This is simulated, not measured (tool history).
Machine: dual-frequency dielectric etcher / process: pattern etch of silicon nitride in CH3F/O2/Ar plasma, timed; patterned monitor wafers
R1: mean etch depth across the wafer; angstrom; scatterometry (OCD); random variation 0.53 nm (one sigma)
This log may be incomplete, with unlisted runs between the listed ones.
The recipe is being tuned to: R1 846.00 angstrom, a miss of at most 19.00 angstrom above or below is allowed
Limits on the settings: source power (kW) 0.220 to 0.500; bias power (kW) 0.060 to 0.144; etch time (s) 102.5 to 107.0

run 1 hour=0.0 | source_power_(kW)=0.360 bias_power_(kW)=0.102 etch_time_(s)=102.5 | R1=742.42
run 2 hour=8.9 | source_power_(kW)=0.330 bias_power_(kW)=0.102 etch_time_(s)=102.5 | R1=731.72
run 3 hour=12.7 | source_power_(kW)=0.350 bias_power_(kW)=0.107 etch_time_(s)=103.0 | R1=769.16
run 4 hour=17.5 | source_power_(kW)=0.350 bias_power_(kW)=0.125 etch_time_(s)=103.0 | R1=809.76
run 5 hour=21.7 | source_power_(kW)=0.300 bias_power_(kW)=0.125 etch_time_(s)=103.0 | R1=762.36
run 6 hour=30.0 | source_power_(kW)=0.320 bias_power_(kW)=0.126 etch_time_(s)=103.0 | R1=792.92
run 7 hour=32.6 | source_power_(kW)=0.330 bias_power_(kW)=0.127 etch_time_(s)=103.0 | R1=797.98
run 8 hour=38.0 | source_power_(kW)=0.330 bias_power_(kW)=0.127 etch_time_(s)=103.0 | R1=810.60

Which one of the following 5 next-run settings gets every result inside its allowed miss? There is exactly one.
run A hour=43.4 | source_power_(kW)=0.340 bias_power_(kW)=0.109 etch_time_(s)=106.5 | R1=?
run B hour=43.4 | source_power_(kW)=0.310 bias_power_(kW)=0.121 etch_time_(s)=105.0 | R1=?
run C hour=43.4 | source_power_(kW)=0.320 bias_power_(kW)=0.130 etch_time_(s)=102.5 | R1=?
run D hour=43.4 | source_power_(kW)=0.290 bias_power_(kW)=0.133 etch_time_(s)=104.5 | R1=?
run E hour=43.4 | source_power_(kW)=0.340 bias_power_(kW)=0.135 etch_time_(s)=106.0 | R1=?

move=A R1=780.24
move=B R1=773.84
move=C R1=788.20
move=D R1=779.99
move=E R1=848.19
A: its largest miss is bigger than the last run's
B: its largest miss is bigger than the last run's
C: its largest miss is bigger than the last run's
D: its largest miss is bigger than the last run's
E: all results in spec
Correct choice: E, which meets every target

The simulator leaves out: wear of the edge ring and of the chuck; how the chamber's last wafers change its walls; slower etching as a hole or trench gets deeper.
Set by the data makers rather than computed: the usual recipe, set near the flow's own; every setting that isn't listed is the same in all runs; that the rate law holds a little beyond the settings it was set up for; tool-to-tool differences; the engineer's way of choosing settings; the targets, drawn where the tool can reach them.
